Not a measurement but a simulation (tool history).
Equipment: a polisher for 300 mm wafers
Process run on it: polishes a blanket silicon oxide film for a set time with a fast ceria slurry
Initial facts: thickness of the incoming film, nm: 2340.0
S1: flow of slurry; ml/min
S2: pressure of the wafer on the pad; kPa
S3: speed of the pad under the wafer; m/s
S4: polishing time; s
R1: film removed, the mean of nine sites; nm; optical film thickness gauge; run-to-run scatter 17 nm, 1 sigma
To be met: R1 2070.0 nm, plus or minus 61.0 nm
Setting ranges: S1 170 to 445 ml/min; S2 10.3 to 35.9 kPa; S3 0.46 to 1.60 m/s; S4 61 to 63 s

{"run": 1, "hour": 0.0, "S1": 285, "S2": 22.8, "S3": 1.02, "S4": 61, "R1": 1266.8}
{"run": 2, "hour": 3.9, "S1": 285, "S2": 24.8, "S3": 1.02, "S4": 61, "R1": 1390.6}
{"run": 3, "hour": 4.5, "S1": 285, "S2": 24.8, "S3": 0.84, "S4": 61, "R1": 1202.8}
{"run": 4, "hour": 9.4, "S1": 285, "S2": 26.9, "S3": 0.84, "S4": 61, "R1": 1303.0}
{"run": 5, "hour": 17.2, "S1": 285, "S2": 29.0, "S3": 0.86, "S4": 61, "R1": 1400.2}
{"run": 6, "hour": 24.1, "S1": 285, "S2": 29.0, "S3": 0.86, "S4": 61, "R1": 1393.5}
{"run": 7, "hour": 27.7, "S1": 285, "S2": 30.3, "S3": 0.9, "S4": 61, "R1": 1539.5}
{"run": 8, "hour": 35.0, "S1": 285, "S2": 31.7, "S3": 0.92, "S4": 61, "R1": 1628.1}
{"run": 9, "hour": 43.1, "S1": 285, "S2": 32.4, "S3": 0.94, "S4": 61, "R1": 1689.9}
{"run": 10, "hour": 49.0, "S1": 285, "S2": 33.1, "S3": 0.96, "S4": 61, "R1": 1737.8}
{"run": 11, "hour": 54.9, "S1": 285, "S2": 33.8, "S3": 0.98, "S4": 61, "R1": 1806.6}
{"run": 12, "hour": 59.8, "S1": 285, "S2": 34.5, "S3": 1.0, "S4": 61, "R1": 1869.0}
{"run": 13, "hour": 66.5, "S1": 285, "S2": 34.5, "S3": 1.02, "S4": 61, "R1": 1911.6}
{"run": 14, "hour": 69.9, "S1": 290, "S2": 35.9, "S3": 1.04, "S4": 61, "R1": 1998.5}

Pick the move, out of 4, that brings all results within their allowed miss; only one does.
{"run": "A", "hour": 73.3, "S1": 295, "S2": 35.2, "S3": 1.02, "S4": 61, "R1": "?"}
{"run": "B", "hour": 73.3, "S1": 285, "S2": 34.5, "S3": 1.08, "S4": 63, "R1": "?"}
{"run": "C", "hour": 73.3, "S1": 265, "S2": 35.9, "S3": 1.0, "S4": 61, "R1": "?"}
{"run": "D", "hour": 73.3, "S1": 290, "S2": 35.2, "S3": 0.98, "S4": 61, "R1": "?"}

move=A R1=1940.9
move=B R1=2046.9
move=C R1=1926.5
move=D R1=1879.6
A: its largest miss is bigger than the last run's
B: each result inside its tolerance
C: its largest miss is bigger than the last run's
D: its largest miss is bigger than the last run's
B is the move that brings every result within its allowed miss.
